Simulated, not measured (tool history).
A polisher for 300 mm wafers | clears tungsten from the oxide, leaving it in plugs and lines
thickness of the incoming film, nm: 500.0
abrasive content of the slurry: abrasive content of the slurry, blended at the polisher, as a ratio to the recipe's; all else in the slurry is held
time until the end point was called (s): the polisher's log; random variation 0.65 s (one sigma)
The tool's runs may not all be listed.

run,hour,flow of slurry (ml/min),pressure of the wafer on the pad (kPa),speed of the pad under the wafer (m/s),abrasive content of the slurry,overpolish time after the end point (s),time until the end point was called (s)
1,0.0,265,21.4,1.22,1.00,36,84.904
2,5.4,265,23.4,1.24,1.00,36,76.807
3,8.1,265,23.4,1.24,0.85,36,76.867
4,9.1,265,23.4,1.00,0.85,36,97.668
5,9.9,265,24.8,1.06,0.85,36,83.700
6,11.5,265,26.2,1.10,0.85,36,78.494
7,14.7,265,27.6,1.16,0.85,36,70.619

The next listed run, before its measurement:
8,19.0,265,28.3,1.20,0.85,36,?

Run 8 gave time until the end point was called (s) 66.979.
